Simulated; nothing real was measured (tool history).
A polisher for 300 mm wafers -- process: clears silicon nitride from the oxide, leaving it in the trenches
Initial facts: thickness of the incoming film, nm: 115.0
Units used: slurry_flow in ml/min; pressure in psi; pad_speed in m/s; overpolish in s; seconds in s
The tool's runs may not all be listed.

Run 1, hour 0.0: slurry_flow 195 ml/min, pressure 2.8 psi, pad_speed 1.10 m/s, overpolish 28 s. Result: seconds 111.460 s.
Run 2, hour 7.4: slurry_flow 195 ml/min, pressure 3.0 psi, pad_speed 1.12 m/s, overpolish 28 s. Result: seconds 102.860 s.
Run 3, hour 11.3: slurry_flow 195 ml/min, pressure 3.0 psi, pad_speed 1.12 m/s, overpolish 28 s. Result: seconds 100.690 s.
Run 4, hour 14.8: slurry_flow 195 ml/min, pressure 3.2 psi, pad_speed 1.12 m/s, overpolish 28 s. Result: seconds 97.960 s.
Run 5, hour 22.5: slurry_flow 195 ml/min, pressure 3.2 psi, pad_speed 1.12 m/s, overpolish 30 s. Result: seconds 94.154 s.
Run 6, hour 24.3: slurry_flow 195 ml/min, pressure 3.2 psi, pad_speed 0.96 m/s, overpolish 30 s. Result: seconds 112.480 s.
Run 7, hour 32.4: slurry_flow 195 ml/min, pressure 3.2 psi, pad_speed 0.96 m/s, overpolish 30 s. Result: seconds 109.960 s.

Run 8 is up next; what results do you expect?
Run 8, hour 37.8: slurry_flow 195 ml/min, pressure 3.2 psi, pad_speed 0.96 m/s, overpolish 30 s. Result: seconds ?.

{"run 8": {"seconds": 110.8}}
